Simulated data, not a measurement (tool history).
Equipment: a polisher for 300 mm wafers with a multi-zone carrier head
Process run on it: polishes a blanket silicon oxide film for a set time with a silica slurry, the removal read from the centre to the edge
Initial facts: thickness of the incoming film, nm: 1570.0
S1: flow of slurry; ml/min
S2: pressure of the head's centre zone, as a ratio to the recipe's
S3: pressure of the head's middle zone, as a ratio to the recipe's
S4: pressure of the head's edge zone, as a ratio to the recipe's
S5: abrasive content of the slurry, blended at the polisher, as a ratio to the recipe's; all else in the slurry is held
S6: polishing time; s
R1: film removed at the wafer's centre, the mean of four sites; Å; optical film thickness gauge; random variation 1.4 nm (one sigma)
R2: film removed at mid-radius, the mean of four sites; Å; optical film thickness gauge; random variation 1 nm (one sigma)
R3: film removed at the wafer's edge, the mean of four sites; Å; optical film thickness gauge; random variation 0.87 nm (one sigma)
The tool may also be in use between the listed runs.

run 1 hour=0.0 | S1=290 S2=1.00 S3=1.00 S4=1.00 S5=1.00 S6=57 | R1=1545.5 R2=1562.0 R3=1617.7
run 2 hour=6.2 | S1=290 S2=1.01 S3=0.97 S4=0.96 S5=0.85 S6=57 | R1=1458.3 R2=1442.8 R3=1463.4
run 3 hour=6.9 | S1=320 S2=1.01 S3=0.97 S4=0.96 S5=0.85 S6=57 | R1=1472.9 R2=1464.5 R3=1462.4
run 4 hour=13.5 | S1=270 S2=1.01 S3=0.97 S4=0.96 S5=0.85 S6=57 | R1=1426.2 R2=1422.9 R3=1437.9
run 5 hour=21.2 | S1=270 S2=1.01 S3=0.97 S4=1.03 S5=0.85 S6=57 | R1=1449.4 R2=1417.0 R3=1470.5
run 6 hour=29.4 | S1=260 S2=1.01 S3=0.93 S4=1.01 S5=0.75 S6=57 | R1=1362.0 R2=1289.0 R3=1398.8
run 7 hour=32.0 | S1=255 S2=1.02 S3=0.92 S4=0.98 S5=0.70 S6=57 | R1=1307.0 R2=1250.6 R3=1319.6

Run 8, settings as shown, results not yet in. Your forecast:
run 8 hour=32.9 | S1=255 S2=1.02 S3=0.92 S4=0.98 S5=0.70 S6=57 | R1=? R2=? R3=?

{"run 8": {"R1": 1305.2, "R2": 1260.4, "R3": 1349.7}}

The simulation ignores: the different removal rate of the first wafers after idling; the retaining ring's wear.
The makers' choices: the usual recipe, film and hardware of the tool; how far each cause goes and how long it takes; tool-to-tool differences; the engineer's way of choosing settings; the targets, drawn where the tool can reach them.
